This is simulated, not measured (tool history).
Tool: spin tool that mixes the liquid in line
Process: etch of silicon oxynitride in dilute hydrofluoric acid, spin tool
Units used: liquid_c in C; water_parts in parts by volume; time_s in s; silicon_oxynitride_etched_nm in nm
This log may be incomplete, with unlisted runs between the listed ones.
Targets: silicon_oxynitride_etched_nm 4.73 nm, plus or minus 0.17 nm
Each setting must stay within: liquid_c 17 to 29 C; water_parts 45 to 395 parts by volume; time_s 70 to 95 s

run	hour	liquid_c	water_parts	time_s	silicon_oxynitride_etched_nm
1	0	21	220	95	1.5652
2	5.2	22	200	95	1.8669
3	12.2	23	185	95	2.1104
4	14.2	26.5	185	95	2.4402
5	22.5	27	175	95	2.6788
6	28.6	27	175	95	2.6525
7	31	29	85	95	6.6119
8	34.4	28	85	95	6.162
9	40	27.5	85	95	6.0307
10	41.6	27	85	95	5.9687
11	49.7	26.5	85	95	5.9163
12	57.6	22.5	90	95	4.443

Of the 5 settings listed for the next run, only one would bring every result within its allowed miss of target. Which one?
A	65.5	22	85	95	?
B	65.5	23.5	95	95	?
C	65.5	22.5	95	95	?
D	65.5	18.5	80	95	?
E	65.5	22.5	100	95	?

move	silicon_oxynitride_etched_nm
A	4.6544
B	4.4399
C	4.2326
D	4.1771
E	4.0051
A: all results land within tolerance of their targets
B: roughly where the last run was
C: its largest miss is bigger than the last run's
D: its largest miss is bigger than the last run's
E: its largest miss is bigger than the last run's
The right move is A.
